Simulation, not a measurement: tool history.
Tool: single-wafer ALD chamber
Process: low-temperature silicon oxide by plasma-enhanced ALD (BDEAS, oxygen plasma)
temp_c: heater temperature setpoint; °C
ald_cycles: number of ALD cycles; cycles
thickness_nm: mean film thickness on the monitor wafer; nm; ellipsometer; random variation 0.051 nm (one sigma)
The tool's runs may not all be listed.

run 1 hour=0 | temp_c=90 ald_cycles=53 | thickness_nm=7.7343
run 2 hour=3.1 | temp_c=88 ald_cycles=55 | thickness_nm=8.1053
run 3 hour=11.8 | temp_c=78 ald_cycles=55 | thickness_nm=8.3416
run 4 hour=14.2 | temp_c=86 ald_cycles=55 | thickness_nm=8.1799
run 5 hour=18.1 | temp_c=84 ald_cycles=56 | thickness_nm=8.4151
run 6 hour=22.2 | temp_c=84 ald_cycles=49 | thickness_nm=7.2977

The next listed run, before its measurement:
run 7 hour=31.1 | temp_c=72 ald_cycles=58 | thickness_nm=?

thickness_nm: 8.9895 nm

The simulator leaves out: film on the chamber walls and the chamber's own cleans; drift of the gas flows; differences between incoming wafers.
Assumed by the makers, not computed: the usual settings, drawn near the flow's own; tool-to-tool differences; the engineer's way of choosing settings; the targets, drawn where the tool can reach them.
